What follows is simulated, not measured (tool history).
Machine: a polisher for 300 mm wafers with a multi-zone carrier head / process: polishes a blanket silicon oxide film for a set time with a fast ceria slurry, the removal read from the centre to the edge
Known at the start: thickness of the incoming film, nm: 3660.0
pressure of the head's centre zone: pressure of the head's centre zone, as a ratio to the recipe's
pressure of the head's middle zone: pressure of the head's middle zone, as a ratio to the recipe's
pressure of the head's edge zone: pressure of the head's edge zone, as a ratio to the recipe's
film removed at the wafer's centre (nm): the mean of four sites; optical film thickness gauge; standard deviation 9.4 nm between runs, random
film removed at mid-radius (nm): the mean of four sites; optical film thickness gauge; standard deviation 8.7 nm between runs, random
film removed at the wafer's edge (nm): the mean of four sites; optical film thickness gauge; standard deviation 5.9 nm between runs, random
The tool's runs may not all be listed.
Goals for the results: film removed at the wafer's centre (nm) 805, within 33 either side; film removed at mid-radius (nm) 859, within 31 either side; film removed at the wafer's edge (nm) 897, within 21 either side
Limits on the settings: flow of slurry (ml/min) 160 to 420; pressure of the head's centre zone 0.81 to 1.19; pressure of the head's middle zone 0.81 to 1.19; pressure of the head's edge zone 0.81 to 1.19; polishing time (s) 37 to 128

run	hour	flow of slurry (ml/min)	pressure of the head's centre zone	pressure of the head's middle zone	pressure of the head's edge zone	polishing time (s)	film removed at the wafer's centre (nm)	film removed at mid-radius (nm)	film removed at the wafer's edge (nm)
1	0	270	1	1	1	82	1000.6	963.89	976.53
2	2.1	325	1	1	1	82	997.87	991.98	990.66
3	3.6	320	0.96	0.98	0.98	81	952.88	949.49	971.16
4	9.8	315	0.93	0.97	0.96	80	913.43	950.29	949.44
5	18	280	0.93	0.97	0.96	80	925.9	927.57	938.48
6	20.3	280	0.86	0.97	0.96	80	847.88	923.77	929.52
7	26.4	270	0.85	0.96	0.96	80	836.14	910.82	925.37
8	32	260	0.84	0.95	0.96	80	835.4	899.07	920.24
9	38.1	255	0.83	0.94	0.96	80	824.66	880.98	928.2
10	41.6	255	0.83	0.94	0.96	80	823.55	896.31	929.62
11	46.5	250	0.83	0.93	0.95	80	817.9	880.93	921.09

Below are 4 possible settings for the next run. Only one of them brings all results inside the allowed miss of their targets. Which is it?
A	51.4	310	0.85	0.84	0.98	75	?	?	?
B	51.4	195	0.98	0.85	1.06	80	?	?	?
C	51.4	195	0.89	0.98	1.03	77	?	?	?
D	51.4	285	0.88	0.88	0.98	81	?	?	?

move	film removed at the wafer's centre (nm)	film removed at mid-radius (nm)	film removed at the wafer's edge (nm)
A	804.8	773.02	897.91
B	910.34	787.42	954.63
C	808.34	853.51	904.34
D	886.88	860.22	963.16
A: brings the last run's worst result on target, with another outside its allowed miss
B: moves away from the targets compared with the last run
C: every result lands within tolerance
D: moves away from the targets compared with the last run
Move C is the one to make.

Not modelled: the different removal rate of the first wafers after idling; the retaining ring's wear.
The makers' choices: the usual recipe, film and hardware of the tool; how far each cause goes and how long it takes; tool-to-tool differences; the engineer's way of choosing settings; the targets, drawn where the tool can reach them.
